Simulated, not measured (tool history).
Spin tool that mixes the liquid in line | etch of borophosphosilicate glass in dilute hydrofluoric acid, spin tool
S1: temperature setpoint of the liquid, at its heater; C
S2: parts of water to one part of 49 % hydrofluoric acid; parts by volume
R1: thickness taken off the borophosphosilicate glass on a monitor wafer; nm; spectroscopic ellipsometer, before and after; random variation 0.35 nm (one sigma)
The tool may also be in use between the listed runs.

run 1 hour=0.0 | S1=24.0 S2=80 time_under_the_liquid_(s)=55 | R1=33.784
run 2 hour=1.0 | S1=25.5 S2=80 time_under_the_liquid_(s)=55 | R1=35.548
run 3 hour=5.6 | S1=24.5 S2=80 time_under_the_liquid_(s)=55 | R1=33.827
run 4 hour=6.9 | S1=24.5 S2=80 time_under_the_liquid_(s)=55 | R1=33.737
run 5 hour=9.0 | S1=26.0 S2=80 time_under_the_liquid_(s)=55 | R1=36.172
run 6 hour=11.6 | S1=26.0 S2=80 time_under_the_liquid_(s)=55 | R1=35.948
run 7 hour=18.8 | S1=26.0 S2=80 time_under_the_liquid_(s)=55 | R1=35.909

Run 8 comes next. What will it give?
run 8 hour=20.8 | S1=27.0 S2=80 time_under_the_liquid_(s)=55 | R1=?

R1: 37.045 nm
